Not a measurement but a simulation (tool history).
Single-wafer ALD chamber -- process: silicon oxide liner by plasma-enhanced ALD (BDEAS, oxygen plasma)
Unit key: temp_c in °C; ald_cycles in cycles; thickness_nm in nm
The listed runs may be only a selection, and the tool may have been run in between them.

Run 1, hour 0: temp_c 310 °C, ald_cycles 33 cycles. Result: thickness_nm 2.6992 nm.
Run 2, hour 5: temp_c 310 °C, ald_cycles 30 cycles. Result: thickness_nm 2.442 nm.
Run 3, hour 13.3: temp_c 310 °C, ald_cycles 32 cycles. Result: thickness_nm 2.5978 nm.
Run 4, hour 14.6: temp_c 317 °C, ald_cycles 32 cycles. Result: thickness_nm 2.5963 nm.
Run 5, hour 16.7: temp_c 317 °C, ald_cycles 34 cycles. Result: thickness_nm 2.7657 nm.
Run 6, hour 22.3: temp_c 316 °C, ald_cycles 35 cycles. Result: thickness_nm 2.8344 nm.
Run 7, hour 25: temp_c 316 °C, ald_cycles 36 cycles. Result: thickness_nm 2.9156 nm.

For run 8, what comes out?
Run 8, hour 29.7: temp_c 316 °C, ald_cycles 37 cycles. Result: thickness_nm ?.

Run 8 gave thickness_nm 2.9924 nm.
